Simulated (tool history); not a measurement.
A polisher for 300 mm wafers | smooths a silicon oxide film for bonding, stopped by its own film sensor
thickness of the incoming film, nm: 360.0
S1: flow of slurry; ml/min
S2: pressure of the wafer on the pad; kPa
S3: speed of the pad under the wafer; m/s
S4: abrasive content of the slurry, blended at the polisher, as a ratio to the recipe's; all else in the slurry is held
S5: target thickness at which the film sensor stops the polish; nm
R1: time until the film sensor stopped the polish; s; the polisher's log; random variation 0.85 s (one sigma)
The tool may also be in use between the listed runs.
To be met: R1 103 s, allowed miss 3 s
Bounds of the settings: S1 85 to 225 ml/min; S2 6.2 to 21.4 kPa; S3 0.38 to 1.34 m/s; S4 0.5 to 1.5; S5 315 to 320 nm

run,day,S1,S2,S3,S4,S5,R1
1,0,145,13.8,0.86,1,315,75.037
2,0.346,145,13.8,0.86,1,315,76.26
3,0.471,145,13.8,1.02,1,315,66.328
4,0.817,145,13.8,1.02,0.8,315,74.869
5,1.075,145,11.7,1.02,0.8,315,86.352
6,1.279,140,11,1.02,0.8,315,91.94
7,1.408,140,11,1.02,0.8,315,92.54
8,1.717,135,11,1.02,0.8,315,94.035
9,1.979,130,11,1.02,0.8,315,93.364
10,2.204,125,11,1.02,0.8,315,94.747
11,2.575,120,11,1.02,0.8,315,95.267
12,2.638,115,11,1.02,0.8,315,94.772

5 next moves are on the table. One of them brings every result within its allowed miss. Which?
A,2.7,125,10.3,0.92,0.95,317,?
B,2.7,175,11,0.96,0.75,316,?
C,2.7,100,9.7,1.06,0.75,315,?
D,2.7,85,11.7,0.96,0.6,318,?
E,2.7,160,9,0.94,1,315,?

move,R1
A,93.418
B,93.795
C,110.28
D,109.67
E,102.66
A: further off than the last run
B: further off than the last run
C: takes the result that was furthest off past its target
D: takes the result that was furthest off past its target
E: meets every target
Move E is the one to make.

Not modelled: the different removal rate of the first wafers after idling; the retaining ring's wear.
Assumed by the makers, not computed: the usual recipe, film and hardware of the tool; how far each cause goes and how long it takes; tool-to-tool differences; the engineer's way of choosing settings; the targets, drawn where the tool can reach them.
